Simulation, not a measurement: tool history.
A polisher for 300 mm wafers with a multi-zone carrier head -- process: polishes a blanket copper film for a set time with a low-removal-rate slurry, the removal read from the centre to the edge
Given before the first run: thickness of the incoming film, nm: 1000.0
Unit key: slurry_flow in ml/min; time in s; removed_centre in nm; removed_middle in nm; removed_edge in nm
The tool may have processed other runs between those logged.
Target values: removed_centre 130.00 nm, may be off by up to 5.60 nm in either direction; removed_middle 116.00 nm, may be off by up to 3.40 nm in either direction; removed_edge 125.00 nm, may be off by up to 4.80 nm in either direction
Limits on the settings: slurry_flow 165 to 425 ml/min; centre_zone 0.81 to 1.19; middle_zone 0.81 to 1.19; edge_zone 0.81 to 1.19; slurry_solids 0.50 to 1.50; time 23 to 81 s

Run 1, hour 0.0: slurry_flow 275 ml/min, centre_zone 1.00, middle_zone 1.00, edge_zone 1.00, slurry_solids 1.00, time 52 s. Result: removed_centre 145.57 nm, removed_middle 141.09 nm, removed_edge 141.62 nm.
Run 2, hour 1.6: slurry_flow 335 ml/min, centre_zone 1.00, middle_zone 1.00, edge_zone 1.00, slurry_solids 1.00, time 52 s. Result: removed_centre 145.77 nm, removed_middle 142.95 nm, removed_edge 146.89 nm.
Run 3, hour 5.8: slurry_flow 370 ml/min, centre_zone 1.00, middle_zone 1.00, edge_zone 1.00, slurry_solids 1.00, time 52 s. Result: removed_centre 148.21 nm, removed_middle 144.50 nm, removed_edge 144.26 nm.
Run 4, hour 6.5: slurry_flow 370 ml/min, centre_zone 1.00, middle_zone 1.00, edge_zone 1.00, slurry_solids 0.85, time 52 s. Result: removed_centre 142.86 nm, removed_middle 139.20 nm, removed_edge 143.25 nm.
Run 5, hour 8.0: slurry_flow 420 ml/min, centre_zone 1.00, middle_zone 1.00, edge_zone 1.00, slurry_solids 0.85, time 52 s. Result: removed_centre 145.68 nm, removed_middle 141.70 nm, removed_edge 142.85 nm.
Run 6, hour 11.6: slurry_flow 420 ml/min, centre_zone 1.00, middle_zone 0.96, edge_zone 1.00, slurry_solids 0.85, time 52 s. Result: removed_centre 146.85 nm, removed_middle 139.30 nm, removed_edge 146.65 nm.
Run 7, hour 20.4: slurry_flow 415 ml/min, centre_zone 1.00, middle_zone 0.95, edge_zone 0.98, slurry_solids 0.80, time 51 s. Result: removed_centre 142.68 nm, removed_middle 132.72 nm, removed_edge 138.00 nm.
Run 8, hour 22.7: slurry_flow 410 ml/min, centre_zone 0.99, middle_zone 0.93, edge_zone 0.97, slurry_solids 0.75, time 51 s. Result: removed_centre 139.86 nm, removed_middle 130.09 nm, removed_edge 134.61 nm.
Run 9, hour 28.7: slurry_flow 405 ml/min, centre_zone 0.98, middle_zone 0.91, edge_zone 0.97, slurry_solids 0.75, time 51 s. Result: removed_centre 137.32 nm, removed_middle 128.00 nm, removed_edge 137.42 nm.
Run 10, hour 31.4: slurry_flow 400 ml/min, centre_zone 0.98, middle_zone 0.90, edge_zone 0.96, slurry_solids 0.70, time 51 s. Result: removed_centre 140.52 nm, removed_middle 126.89 nm, removed_edge 134.13 nm.
Run 11, hour 38.6: slurry_flow 400 ml/min, centre_zone 0.97, middle_zone 0.89, edge_zone 0.96, slurry_solids 0.65, time 51 s. Result: removed_centre 131.83 nm, removed_middle 122.57 nm, removed_edge 130.70 nm.
Run 12, hour 47.0: slurry_flow 395 ml/min, centre_zone 0.97, middle_zone 0.88, edge_zone 0.95, slurry_solids 0.65, time 51 s. Result: removed_centre 132.84 nm, removed_middle 120.36 nm, removed_edge 134.48 nm.
Run 13, hour 55.0: slurry_flow 395 ml/min, centre_zone 0.97, middle_zone 0.88, edge_zone 0.94, slurry_solids 0.65, time 51 s. Result: removed_centre 136.59 nm, removed_middle 120.02 nm, removed_edge 133.27 nm.

Exactly one of the 5 candidate moves below puts every result within its allowed miss. Which one?
Run A, hour 63.0: slurry_flow 395 ml/min, centre_zone 0.98, middle_zone 0.90, edge_zone 0.95, slurry_solids 0.65, time 48 s. Result: removed_centre ?, removed_middle ?, removed_edge ?.
Run B, hour 63.0: slurry_flow 375 ml/min, centre_zone 1.13, middle_zone 0.94, edge_zone 0.91, slurry_solids 0.70, time 47 s. Result: removed_centre ?, removed_middle ?, removed_edge ?.
Run C, hour 63.0: slurry_flow 360 ml/min, centre_zone 1.12, middle_zone 0.86, edge_zone 0.82, slurry_solids 0.55, time 52 s. Result: removed_centre ?, removed_middle ?, removed_edge ?.
Run D, hour 63.0: slurry_flow 380 ml/min, centre_zone 0.98, middle_zone 0.86, edge_zone 0.87, slurry_solids 0.70, time 54 s. Result: removed_centre ?, removed_middle ?, removed_edge ?.
Run E, hour 63.0: slurry_flow 410 ml/min, centre_zone 0.95, middle_zone 0.84, edge_zone 0.98, slurry_solids 0.55, time 53 s. Result: removed_centre ?, removed_middle ?, removed_edge ?.

move  removed_centre  removed_middle  removed_edge
   A          126.17          115.63        124.78
   B          141.86          117.90        120.39
   C          150.87          117.56        123.53
   D          142.70          126.04        135.76
   E          133.19          118.73        137.66
A: all results in spec
B: the worst result of the last run now meets its target, but another is out of spec
C: the worst result of the last run now meets its target, but another is out of spec
D: misses by more than the last run did
E: misses by more than the last run did
So the answer is move A, the one that meets all the targets.

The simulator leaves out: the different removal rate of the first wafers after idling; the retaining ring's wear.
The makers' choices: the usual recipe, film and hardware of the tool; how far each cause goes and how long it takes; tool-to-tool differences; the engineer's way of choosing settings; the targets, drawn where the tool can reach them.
